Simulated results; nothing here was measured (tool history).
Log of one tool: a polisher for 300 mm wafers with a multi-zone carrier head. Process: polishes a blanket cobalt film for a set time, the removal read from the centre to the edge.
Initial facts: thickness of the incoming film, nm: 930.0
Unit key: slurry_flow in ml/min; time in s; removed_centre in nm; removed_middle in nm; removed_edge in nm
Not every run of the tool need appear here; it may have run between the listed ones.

{"run": 1, "hour": 0.0, "slurry_flow": 255, "centre_zone": 1, "middle_zone": 1, "edge_zone": 1, "time": 65, "removed_centre": 218.36, "removed_middle": 223.93, "removed_edge": 223.28}
{"run": 2, "hour": 7.4, "slurry_flow": 255, "centre_zone": 1, "middle_zone": 1, "edge_zone": 1.04, "time": 65, "removed_centre": 217.5, "removed_middle": 225.22, "removed_edge": 226.86}
{"run": 3, "hour": 14.6, "slurry_flow": 310, "centre_zone": 1, "middle_zone": 1, "edge_zone": 1.04, "time": 65, "removed_centre": 221.99, "removed_middle": 232.71, "removed_edge": 231.83}
{"run": 4, "hour": 15.4, "slurry_flow": 310, "centre_zone": 1, "middle_zone": 1, "edge_zone": 1.04, "time": 49, "removed_centre": 168.14, "removed_middle": 171.34, "removed_edge": 175.9}
{"run": 5, "hour": 18.5, "slurry_flow": 310, "centre_zone": 1, "middle_zone": 1, "edge_zone": 0.96, "time": 49, "removed_centre": 166.17, "removed_middle": 170.71, "removed_edge": 169.44}
{"run": 6, "hour": 24.4, "slurry_flow": 315, "centre_zone": 0.99, "middle_zone": 1.03, "edge_zone": 0.95, "time": 49, "removed_centre": 169.94, "removed_middle": 174.75, "removed_edge": 165.09}
{"run": 7, "hour": 26.7, "slurry_flow": 315, "centre_zone": 0.97, "middle_zone": 1.05, "edge_zone": 0.96, "time": 49, "removed_centre": 161.41, "removed_middle": 180.47, "removed_edge": 171.44}
{"run": 8, "hour": 32.1, "slurry_flow": 320, "centre_zone": 0.97, "middle_zone": 1.07, "edge_zone": 0.95, "time": 49, "removed_centre": 167.08, "removed_middle": 182.81, "removed_edge": 166.85}
{"run": 9, "hour": 39.6, "slurry_flow": 320, "centre_zone": 0.96, "middle_zone": 1.08, "edge_zone": 0.95, "time": 49, "removed_centre": 161.25, "removed_middle": 183.41, "removed_edge": 166.25}
{"run": 10, "hour": 47.1, "slurry_flow": 320, "centre_zone": 0.96, "middle_zone": 1.08, "edge_zone": 0.95, "time": 49, "removed_centre": 164.89, "removed_middle": 186.16, "removed_edge": 168}
{"run": 11, "hour": 55.5, "slurry_flow": 320, "centre_zone": 0.95, "middle_zone": 1.09, "edge_zone": 0.95, "time": 49, "removed_centre": 163.47, "removed_middle": 188.27, "removed_edge": 167.07}
{"run": 12, "hour": 64.1, "slurry_flow": 320, "centre_zone": 0.94, "middle_zone": 1.1, "edge_zone": 0.95, "time": 49, "removed_centre": 161.93, "removed_middle": 185.82, "removed_edge": 166.18}

Expected results for the next run?
{"hour": 66.1, "done": "slurry nozzle cleaned"}
{"run": 13, "hour": 66.1, "slurry_flow": 320, "centre_zone": 0.93, "middle_zone": 1.11, "edge_zone": 0.95, "time": 49, "removed_centre": "?", "removed_middle": "?", "removed_edge": "?"}

{"run 13": {"removed_centre": 162.62, "removed_middle": 196.82, "removed_edge": 171.09}}

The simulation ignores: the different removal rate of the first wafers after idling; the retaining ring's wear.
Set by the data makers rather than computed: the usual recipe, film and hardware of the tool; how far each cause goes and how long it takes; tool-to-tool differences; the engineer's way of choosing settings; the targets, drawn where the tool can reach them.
